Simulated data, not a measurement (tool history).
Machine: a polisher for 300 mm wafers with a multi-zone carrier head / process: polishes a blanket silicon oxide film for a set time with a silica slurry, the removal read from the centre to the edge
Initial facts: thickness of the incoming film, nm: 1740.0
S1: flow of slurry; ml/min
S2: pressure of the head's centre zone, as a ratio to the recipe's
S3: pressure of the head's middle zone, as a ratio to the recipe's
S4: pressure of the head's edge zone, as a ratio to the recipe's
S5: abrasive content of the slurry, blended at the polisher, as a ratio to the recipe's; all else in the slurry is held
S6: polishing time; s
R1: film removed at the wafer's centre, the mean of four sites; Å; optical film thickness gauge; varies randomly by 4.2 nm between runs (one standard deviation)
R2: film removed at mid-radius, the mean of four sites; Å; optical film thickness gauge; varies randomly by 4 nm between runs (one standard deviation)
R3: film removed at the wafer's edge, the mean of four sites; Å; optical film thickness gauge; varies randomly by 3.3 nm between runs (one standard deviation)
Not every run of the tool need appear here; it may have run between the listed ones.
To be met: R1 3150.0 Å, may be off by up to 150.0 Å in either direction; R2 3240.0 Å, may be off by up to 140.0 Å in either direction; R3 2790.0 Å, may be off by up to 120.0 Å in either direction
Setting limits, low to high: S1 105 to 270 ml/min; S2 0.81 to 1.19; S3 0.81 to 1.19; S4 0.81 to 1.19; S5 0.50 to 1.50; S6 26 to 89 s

Run 1, hour 0.0: S1 175 ml/min, S2 1.00, S3 1.00, S4 1.00, S5 1.00, S6 57 s. Result: R1 2594.5 Å, R2 2598.9 Å, R3 2639.8 Å.
Run 2, hour 6.1: S1 175 ml/min, S2 1.00, S3 0.93, S4 1.00, S5 1.00, S6 57 s. Result: R1 2567.8 Å, R2 2487.5 Å, R3 2543.6 Å.
Run 3, hour 14.5: S1 175 ml/min, S2 1.00, S3 1.01, S4 1.00, S5 1.00, S6 57 s. Result: R1 2565.7 Å, R2 2574.7 Å, R3 2594.3 Å.
Run 4, hour 19.2: S1 175 ml/min, S2 1.06, S3 1.01, S4 1.00, S5 1.00, S6 57 s. Result: R1 2665.2 Å, R2 2625.6 Å, R3 2532.8 Å.
Run 5, hour 22.3: S1 190 ml/min, S2 1.09, S3 1.05, S4 1.00, S5 1.05, S6 57 s. Result: R1 2803.8 Å, R2 2752.6 Å, R3 2639.6 Å.
Run 6, hour 23.6: S1 190 ml/min, S2 1.16, S3 1.05, S4 1.00, S5 1.05, S6 57 s. Result: R1 2966.5 Å, R2 2843.1 Å, R3 2701.3 Å.
Run 7, hour 31.7: S1 195 ml/min, S2 1.17, S3 1.09, S4 0.99, S5 1.10, S6 57 s. Result: R1 3049.2 Å, R2 2970.0 Å, R3 2749.7 Å.
Run 8, hour 35.0: S1 200 ml/min, S2 1.18, S3 1.12, S4 0.98, S5 1.10, S6 57 s. Result: R1 3079.4 Å, R2 3041.6 Å, R3 2700.2 Å.

4 candidate next runs follow, results not yet known. Just one meets every target within its allowed miss. Identify it.
Run A, hour 38.3: S1 235 ml/min, S2 1.19, S3 1.04, S4 0.92, S5 1.05, S6 57 s. Result: R1 ?, R2 ?, R3 ?.
Run B, hour 38.3: S1 220 ml/min, S2 1.14, S3 1.01, S4 0.97, S5 1.15, S6 55 s. Result: R1 ?, R2 ?, R3 ?.
Run C, hour 38.3: S1 210 ml/min, S2 1.19, S3 1.02, S4 1.00, S5 0.95, S6 62 s. Result: R1 ?, R2 ?, R3 ?.
Run D, hour 38.3: S1 205 ml/min, S2 1.13, S3 1.14, S4 0.93, S5 1.05, S6 61 s. Result: R1 ?, R2 ?, R3 ?.

move      R1      R2      R3
   A  3101.6  2844.8  2671.5
   B  2992.7  2760.0  2730.8
   C  3169.3  2864.6  2857.1
   D  3140.5  3231.9  2829.3
A: moves away from the targets compared with the last run
B: moves away from the targets compared with the last run
C: moves away from the targets compared with the last run
D: all results land within tolerance of their targets
The right move is D.

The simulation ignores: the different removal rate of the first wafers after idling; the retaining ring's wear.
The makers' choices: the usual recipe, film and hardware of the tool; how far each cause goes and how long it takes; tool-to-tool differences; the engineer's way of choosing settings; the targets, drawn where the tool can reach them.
